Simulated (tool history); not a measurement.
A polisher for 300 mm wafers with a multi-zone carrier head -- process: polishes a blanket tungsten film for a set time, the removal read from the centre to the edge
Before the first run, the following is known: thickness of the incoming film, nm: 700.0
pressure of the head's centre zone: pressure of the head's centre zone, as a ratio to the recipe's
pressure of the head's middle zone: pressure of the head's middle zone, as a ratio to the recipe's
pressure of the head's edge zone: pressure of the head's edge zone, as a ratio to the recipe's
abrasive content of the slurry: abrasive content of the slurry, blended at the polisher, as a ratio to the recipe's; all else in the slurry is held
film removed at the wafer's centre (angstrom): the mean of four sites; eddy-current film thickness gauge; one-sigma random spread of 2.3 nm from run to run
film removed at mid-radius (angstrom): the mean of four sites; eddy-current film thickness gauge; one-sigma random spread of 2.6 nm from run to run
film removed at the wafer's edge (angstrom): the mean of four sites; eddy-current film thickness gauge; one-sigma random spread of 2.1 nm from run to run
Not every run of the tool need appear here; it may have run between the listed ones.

run,hour,flow of slurry (ml/min),pressure of the head's centre zone,pressure of the head's middle zone,pressure of the head's edge zone,abrasive content of the slurry,polishing time (s),film removed at the wafer's centre (angstrom),film removed at mid-radius (angstrom),film removed at the wafer's edge (angstrom)
1,0.0,175,1.00,1.00,1.00,1.00,46,2640.7,2836.4,2717.7
2,6.3,170,1.00,1.00,0.97,0.95,46,2655.6,2742.8,2649.2
3,9.4,170,1.00,1.00,0.97,0.95,38,2206.9,2271.3,2173.7
4,11.6,175,1.00,1.01,0.97,0.95,38,2242.1,2293.8,2195.9
5,13.7,180,1.00,1.03,0.97,0.95,38,2254.0,2372.8,2199.8
6,18.5,180,1.00,1.03,0.97,0.80,38,2178.7,2273.0,2107.5
7,23.5,185,1.00,1.04,0.97,0.80,38,2167.7,2287.9,2135.3

Forecast run 8:
8,28.8,190,1.00,1.05,0.97,0.80,38,?,?,?

Run 8 yielded film removed at the wafer's centre (angstrom) 2156.5, film removed at mid-radius (angstrom) 2263.2, film removed at the wafer's edge (angstrom) 2114.8.

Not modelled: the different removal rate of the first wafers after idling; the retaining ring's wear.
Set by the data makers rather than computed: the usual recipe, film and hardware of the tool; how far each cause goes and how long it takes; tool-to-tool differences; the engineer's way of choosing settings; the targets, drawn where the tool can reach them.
